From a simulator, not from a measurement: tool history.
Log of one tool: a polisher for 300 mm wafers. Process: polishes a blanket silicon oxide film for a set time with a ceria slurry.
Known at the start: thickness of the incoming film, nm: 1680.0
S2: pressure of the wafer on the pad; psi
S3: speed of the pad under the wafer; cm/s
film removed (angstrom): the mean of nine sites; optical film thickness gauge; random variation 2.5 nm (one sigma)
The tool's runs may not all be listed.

{"run": 1, "hour": 0.0, "flow of slurry (ml/min)": 295, "S2": 3.7, "S3": 142, "polishing time (s)": 68, "film removed (angstrom)": 4512.1}
{"run": 2, "hour": 2.6, "flow of slurry (ml/min)": 265, "S2": 3.7, "S3": 142, "polishing time (s)": 68, "film removed (angstrom)": 4422.8}
{"run": 3, "hour": 7.6, "flow of slurry (ml/min)": 305, "S2": 3.7, "S3": 142, "polishing time (s)": 68, "film removed (angstrom)": 4505.9}
{"run": 4, "hour": 15.6, "flow of slurry (ml/min)": 300, "S2": 3.5, "S3": 142, "polishing time (s)": 68, "film removed (angstrom)": 4219.1}
{"run": 5, "hour": 24.0, "flow of slurry (ml/min)": 300, "S2": 3.4, "S3": 142, "polishing time (s)": 68, "film removed (angstrom)": 4162.9}
{"run": 6, "hour": 33.0, "flow of slurry (ml/min)": 300, "S2": 3.4, "S3": 158, "polishing time (s)": 68, "film removed (angstrom)": 4627.0}
{"run": 7, "hour": 34.9, "flow of slurry (ml/min)": 295, "S2": 3.2, "S3": 158, "polishing time (s)": 68, "film removed (angstrom)": 4278.0}
{"run": 8, "hour": 42.9, "flow of slurry (ml/min)": 285, "S2": 3.1, "S3": 158, "polishing time (s)": 68, "film removed (angstrom)": 4128.8}
{"run": 9, "hour": 48.8, "flow of slurry (ml/min)": 275, "S2": 3.0, "S3": 158, "polishing time (s)": 68, "film removed (angstrom)": 3995.2}
{"run": 10, "hour": 51.6, "flow of slurry (ml/min)": 265, "S2": 2.9, "S3": 158, "polishing time (s)": 68, "film removed (angstrom)": 3885.6}

Forecast run 11:
{"run": 11, "hour": 53.7, "flow of slurry (ml/min)": 260, "S2": 2.3, "S3": 158, "polishing time (s)": 68, "film removed (angstrom)": "?"}

{"run 11": {"film removed (angstrom)": 3087.8}}
